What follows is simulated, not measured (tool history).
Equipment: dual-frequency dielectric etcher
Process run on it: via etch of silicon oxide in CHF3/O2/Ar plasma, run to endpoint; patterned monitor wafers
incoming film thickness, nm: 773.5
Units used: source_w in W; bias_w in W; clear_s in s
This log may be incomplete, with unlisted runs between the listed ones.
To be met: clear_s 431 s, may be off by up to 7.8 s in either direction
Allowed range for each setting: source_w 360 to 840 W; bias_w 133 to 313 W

run 1 hour=0 | source_w=600 bias_w=223 | clear_s=372.93
run 2 hour=1.6 | source_w=600 bias_w=197 | clear_s=390.36
run 3 hour=4.7 | source_w=700 bias_w=197 | clear_s=366.59
run 4 hour=9.2 | source_w=700 bias_w=172 | clear_s=386.67
run 5 hour=17.9 | source_w=680 bias_w=171 | clear_s=390.6
run 6 hour=24.9 | source_w=680 bias_w=185 | clear_s=379.43
run 7 hour=31.6 | source_w=650 bias_w=183 | clear_s=385.63
run 8 hour=38.7 | source_w=620 bias_w=181 | clear_s=397.13
run 9 hour=40.7 | source_w=620 bias_w=181 | clear_s=393.01
run 10 hour=46.1 | source_w=600 bias_w=179 | clear_s=401.22
run 11 hour=49.6 | source_w=580 bias_w=178 | clear_s=410.34
run 12 hour=51.6 | source_w=570 bias_w=177 | clear_s=410.74
run 13 hour=56.8 | source_w=560 bias_w=176 | clear_s=415.38
run 14 hour=60.4 | source_w=550 bias_w=175 | clear_s=423.93
run 15 hour=65.2 | source_w=540 bias_w=174 | clear_s=419.96
run 16 hour=66.5 | source_w=490 bias_w=169 | clear_s=441.27

Exercise: of the 5 proposed moves below, exactly one satisfies all targets within the stated allowed misses. Which move is it?
run A hour=67.8 | source_w=440 bias_w=172 | clear_s=?
run B hour=67.8 | source_w=510 bias_w=173 | clear_s=?
run C hour=67.8 | source_w=490 bias_w=148 | clear_s=?
run D hour=67.8 | source_w=520 bias_w=151 | clear_s=?
run E hour=67.8 | source_w=470 bias_w=153 | clear_s=?

move=A clear_s=453.16
move=B clear_s=428.99
move=C clear_s=458.63
move=D clear_s=445.88
move=E clear_s=460.48
A: moves away from the targets compared with the last run
B: in spec on every target
C: moves away from the targets compared with the last run
D: moves away from the targets compared with the last run
E: moves away from the targets compared with the last run
Go with B: it meets all targets.

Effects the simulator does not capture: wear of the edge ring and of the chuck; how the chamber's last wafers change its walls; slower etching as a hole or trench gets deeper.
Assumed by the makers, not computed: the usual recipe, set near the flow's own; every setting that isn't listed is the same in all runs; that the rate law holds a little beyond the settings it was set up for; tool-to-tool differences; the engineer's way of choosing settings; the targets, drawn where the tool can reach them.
